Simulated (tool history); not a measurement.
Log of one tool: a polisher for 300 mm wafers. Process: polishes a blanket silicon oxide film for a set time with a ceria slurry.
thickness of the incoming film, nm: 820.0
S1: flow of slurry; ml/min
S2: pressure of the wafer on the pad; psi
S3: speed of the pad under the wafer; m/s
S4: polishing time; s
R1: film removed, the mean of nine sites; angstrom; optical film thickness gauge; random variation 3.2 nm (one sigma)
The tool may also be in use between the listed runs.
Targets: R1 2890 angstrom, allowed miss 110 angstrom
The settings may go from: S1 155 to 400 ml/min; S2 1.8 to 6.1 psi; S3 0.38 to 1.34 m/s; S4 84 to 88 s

Run 1, hour 0: S1 255 ml/min, S2 3.9 psi, S3 0.86 m/s, S4 84 s. Result: R1 3597 angstrom.
Run 2, hour 0.6: S1 255 ml/min, S2 3.7 psi, S3 0.86 m/s, S4 84 s. Result: R1 3412.1 angstrom.
Run 3, hour 2.6: S1 305 ml/min, S2 3.7 psi, S3 0.86 m/s, S4 84 s. Result: R1 3463.9 angstrom.
Run 4, hour 5.2: S1 305 ml/min, S2 3.7 psi, S3 0.86 m/s, S4 88 s. Result: R1 3654.6 angstrom.
Run 5, hour 14.1: S1 305 ml/min, S2 3.5 psi, S3 0.86 m/s, S4 88 s. Result: R1 3446.8 angstrom.
Run 6, hour 19.6: S1 305 ml/min, S2 3.5 psi, S3 0.86 m/s, S4 88 s. Result: R1 3488.1 angstrom.
Run 7, hour 21.3: S1 305 ml/min, S2 3.3 psi, S3 0.86 m/s, S4 88 s. Result: R1 3299.8 angstrom.
Run 8, hour 24.6: S1 305 ml/min, S2 3.2 psi, S3 0.86 m/s, S4 88 s. Result: R1 3177.8 angstrom.
Run 9, hour 28.1: S1 305 ml/min, S2 3.1 psi, S3 0.86 m/s, S4 88 s. Result: R1 3137.5 angstrom.
Run 10, hour 34.7: S1 305 ml/min, S2 3 psi, S3 0.86 m/s, S4 88 s. Result: R1 3037.7 angstrom.

4 next moves are on the table. One of them brings every result within its allowed miss. Which?
Run A, hour 41.3: S1 370 ml/min, S2 2.9 psi, S3 0.88 m/s, S4 84 s. Result: R1 ?.
Run B, hour 41.3: S1 345 ml/min, S2 3.6 psi, S3 0.84 m/s, S4 84 s. Result: R1 ?.
Run C, hour 41.3: S1 360 ml/min, S2 3.1 psi, S3 0.86 m/s, S4 88 s. Result: R1 ?.
Run D, hour 41.3: S1 330 ml/min, S2 3.4 psi, S3 0.8 m/s, S4 88 s. Result: R1 ?.

move      R1
   A  2886.2
   B  3331.4
   C  3131.3
   D  3150.7
A: meets every target
B: further off than the last run
C: further off than the last run
D: further off than the last run
The right move is A.

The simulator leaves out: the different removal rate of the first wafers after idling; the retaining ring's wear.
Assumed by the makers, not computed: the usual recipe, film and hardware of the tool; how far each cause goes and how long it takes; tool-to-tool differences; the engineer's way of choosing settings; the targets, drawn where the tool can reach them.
